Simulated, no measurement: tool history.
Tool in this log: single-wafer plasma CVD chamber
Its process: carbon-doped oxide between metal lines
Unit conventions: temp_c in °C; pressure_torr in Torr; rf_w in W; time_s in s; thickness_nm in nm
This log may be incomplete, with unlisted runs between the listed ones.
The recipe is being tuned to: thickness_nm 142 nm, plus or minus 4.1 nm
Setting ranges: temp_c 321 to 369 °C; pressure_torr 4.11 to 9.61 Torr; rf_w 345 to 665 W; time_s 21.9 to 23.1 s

{"run": 1, "day": 0.0, "temp_c": 345, "pressure_torr": 6.86, "rf_w": 505, "time_s": 23.1, "thickness_nm": 122.46}
{"run": 2, "day": 0.283, "temp_c": 345, "pressure_torr": 6.86, "rf_w": 505, "time_s": 21.9, "thickness_nm": 116.68}
{"run": 3, "day": 0.596, "temp_c": 344, "pressure_torr": 6.9, "rf_w": 525, "time_s": 22.1, "thickness_nm": 121.07}
{"run": 4, "day": 0.646, "temp_c": 344, "pressure_torr": 7.43, "rf_w": 525, "time_s": 22.1, "thickness_nm": 122.24}
{"run": 5, "day": 0.975, "temp_c": 343, "pressure_torr": 7.49, "rf_w": 540, "time_s": 22.2, "thickness_nm": 124.86}
{"run": 6, "day": 1.196, "temp_c": 343, "pressure_torr": 7.52, "rf_w": 555, "time_s": 22.3, "thickness_nm": 127.41}
{"run": 7, "day": 1.358, "temp_c": 342, "pressure_torr": 7.56, "rf_w": 565, "time_s": 22.4, "thickness_nm": 130.53}
{"run": 8, "day": 1.429, "temp_c": 341, "pressure_torr": 7.6, "rf_w": 575, "time_s": 22.4, "thickness_nm": 131.58}
{"run": 9, "day": 1.529, "temp_c": 341, "pressure_torr": 7.63, "rf_w": 585, "time_s": 22.5, "thickness_nm": 133.52}

Which of these 4 next moves meets every target?
{"run": "A", "day": 1.629, "temp_c": 334, "pressure_torr": 8.3, "rf_w": 545, "time_s": 22.8, "thickness_nm": "?"}
{"run": "B", "day": 1.629, "temp_c": 335, "pressure_torr": 7.08, "rf_w": 595, "time_s": 23.1, "thickness_nm": "?"}
{"run": "C", "day": 1.629, "temp_c": 339, "pressure_torr": 6.3, "rf_w": 570, "time_s": 22.2, "thickness_nm": "?"}
{"run": "D", "day": 1.629, "temp_c": 347, "pressure_torr": 5.84, "rf_w": 590, "time_s": 21.9, "thickness_nm": "?"}

move=A thickness_nm=134.12
move=B thickness_nm=141.88
move=C thickness_nm=129.48
move=D thickness_nm=126.01
A: better than the last run, though not everything is in spec
B: meets every target
C: misses by more than the last run did
D: misses by more than the last run did
Move B is the one to make.
